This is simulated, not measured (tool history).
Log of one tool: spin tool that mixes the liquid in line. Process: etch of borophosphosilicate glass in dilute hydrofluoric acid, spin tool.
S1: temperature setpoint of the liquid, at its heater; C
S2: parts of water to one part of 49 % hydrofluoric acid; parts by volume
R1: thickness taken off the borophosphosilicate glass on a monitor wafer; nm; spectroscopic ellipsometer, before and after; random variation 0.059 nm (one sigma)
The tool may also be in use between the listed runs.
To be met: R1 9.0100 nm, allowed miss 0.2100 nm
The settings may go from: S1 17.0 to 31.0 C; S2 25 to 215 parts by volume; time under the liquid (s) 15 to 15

{"run": 1, "day": 0.0, "S1": 23.0, "S2": 120, "time under the liquid (s)": 15, "R1": 10.163}
{"run": 2, "day": 0.321, "S1": 22.5, "S2": 120, "time under the liquid (s)": 15, "R1": 9.9596}
{"run": 3, "day": 0.696, "S1": 22.5, "S2": 120, "time under the liquid (s)": 15, "R1": 9.9506}
{"run": 4, "day": 0.85, "S1": 22.5, "S2": 85, "time under the liquid (s)": 15, "R1": 14.469}
{"run": 5, "day": 0.95, "S1": 22.0, "S2": 90, "time under the liquid (s)": 15, "R1": 13.461}
{"run": 6, "day": 1.029, "S1": 20.5, "S2": 90, "time under the liquid (s)": 15, "R1": 12.596}
{"run": 7, "day": 1.338, "S1": 17.0, "S2": 115, "time under the liquid (s)": 15, "R1": 8.3342}
{"run": 8, "day": 1.612, "S1": 18.0, "S2": 115, "time under the liquid (s)": 15, "R1": 8.5661}

Which of these 4 next moves meets every target?
{"run": "A", "day": 1.888, "S1": 20.0, "S2": 120, "time under the liquid (s)": 15, "R1": "?"}
{"run": "B", "day": 1.888, "S1": 20.0, "S2": 125, "time under the liquid (s)": 15, "R1": "?"}
{"run": "C", "day": 1.888, "S1": 20.0, "S2": 130, "time under the liquid (s)": 15, "R1": "?"}
{"run": "D", "day": 1.888, "S1": 17.0, "S2": 115, "time under the liquid (s)": 15, "R1": "?"}

move=A R1=8.9598
move=B R1=8.5551
move=C R1=8.1820
move=D R1=8.3062
A: meets every target
B: as far off as the last run
C: further off than the last run
D: further off than the last run
The right move is A.
